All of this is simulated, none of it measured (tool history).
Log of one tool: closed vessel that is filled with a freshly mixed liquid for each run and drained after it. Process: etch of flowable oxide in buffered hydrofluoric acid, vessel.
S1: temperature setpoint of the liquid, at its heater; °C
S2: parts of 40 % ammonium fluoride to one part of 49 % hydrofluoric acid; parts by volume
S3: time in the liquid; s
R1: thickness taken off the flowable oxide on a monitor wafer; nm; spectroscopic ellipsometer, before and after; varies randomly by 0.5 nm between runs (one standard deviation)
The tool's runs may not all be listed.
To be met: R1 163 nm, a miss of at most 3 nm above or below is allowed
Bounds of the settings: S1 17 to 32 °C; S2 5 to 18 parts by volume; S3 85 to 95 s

run  hour    S1    S2  S3      R1
  1     0    25    11  85   299.7
  2   6.7    22    11  85  253.38
  3  11.5  19.5    11  85  219.37
  4  13.7    22    11  85  253.36
  5  19.3    22   9.5  85  289.55
  6  20.6  20.5  10.5  85  243.89
  7  25.8  19.5  11.5  85  210.18
  8    30  18.5    12  85  189.56
     34.6  -- thermometer replaced
  9  34.6    18    12  85  205.41
 10  38.5  17.5    13  85  184.48

4 candidate next runs follow, results not yet known. Just one meets every target within its allowed miss. Identify it.
  A  42.4  18.5  17.5  90   ?
  B  42.4  18.5    13  90   ?
  C  42.4    18  12.5  85   ?
  D  42.4  17.5  15.5  90   ?

move      R1
   A   154.2
   B   206.6
   C  197.11
   D   164.2
A: moves the result that the last run missed by most past its target, out the other side
B: misses by more than the last run did
C: misses by more than the last run did
D: hits every target within its allowed miss
D meets every target.
